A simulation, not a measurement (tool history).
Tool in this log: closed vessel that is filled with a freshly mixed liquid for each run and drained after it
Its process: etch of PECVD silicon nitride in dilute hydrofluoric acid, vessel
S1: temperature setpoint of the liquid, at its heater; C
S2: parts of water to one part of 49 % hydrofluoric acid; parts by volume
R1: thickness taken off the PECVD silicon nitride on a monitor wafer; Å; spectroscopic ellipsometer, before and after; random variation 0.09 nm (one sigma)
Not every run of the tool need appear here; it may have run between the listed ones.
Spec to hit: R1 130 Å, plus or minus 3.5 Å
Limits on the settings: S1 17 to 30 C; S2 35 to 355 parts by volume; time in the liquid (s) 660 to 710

Run 1, hour 0: S1 22 C, S2 195 parts by volume, time in the liquid (s) 660. Result: R1 82.667 Å.
Run 2, hour 1.3: S1 22 C, S2 225 parts by volume, time in the liquid (s) 660. Result: R1 72.412 Å.
Run 3, hour 7.8: S1 24 C, S2 220 parts by volume, time in the liquid (s) 660. Result: R1 83.147 Å.
Run 4, hour 12.6: S1 25.5 C, S2 215 parts by volume, time in the liquid (s) 660. Result: R1 94.095 Å.
Run 5, hour 16.5: S1 27 C, S2 215 parts by volume, time in the liquid (s) 660. Result: R1 103.44 Å.
Run 6, hour 17.8: S1 27 C, S2 215 parts by volume, time in the liquid (s) 660. Result: R1 103.83 Å.
Run 7, hour 24.1: S1 28 C, S2 215 parts by volume, time in the liquid (s) 660. Result: R1 110.61 Å.
Run 8, hour 29: S1 28.5 C, S2 215 parts by volume, time in the liquid (s) 660. Result: R1 112.23 Å.
Run 9, hour 36: S1 29 C, S2 210 parts by volume, time in the liquid (s) 660. Result: R1 118.8 Å.
Run 10, hour 43.8: S1 29.5 C, S2 210 parts by volume, time in the liquid (s) 660. Result: R1 122.56 Å.

Pick the move, out of 4, that brings all results within their allowed miss; only one does.
Run A, hour 51.6: S1 26.5 C, S2 180 parts by volume, time in the liquid (s) 660. Result: R1 ?.
Run B, hour 51.6: S1 30 C, S2 240 parts by volume, time in the liquid (s) 660. Result: R1 ?.
Run C, hour 51.6: S1 30 C, S2 245 parts by volume, time in the liquid (s) 710. Result: R1 ?.
Run D, hour 51.6: S1 29 C, S2 200 parts by volume, time in the liquid (s) 685. Result: R1 ?.

move      R1
   A  118.52
   B   109.5
   C  115.34
   D  128.95
A: lands further from the targets than the last run did
B: lands further from the targets than the last run did
C: lands further from the targets than the last run did
D: every result within its allowed miss
Answer: D
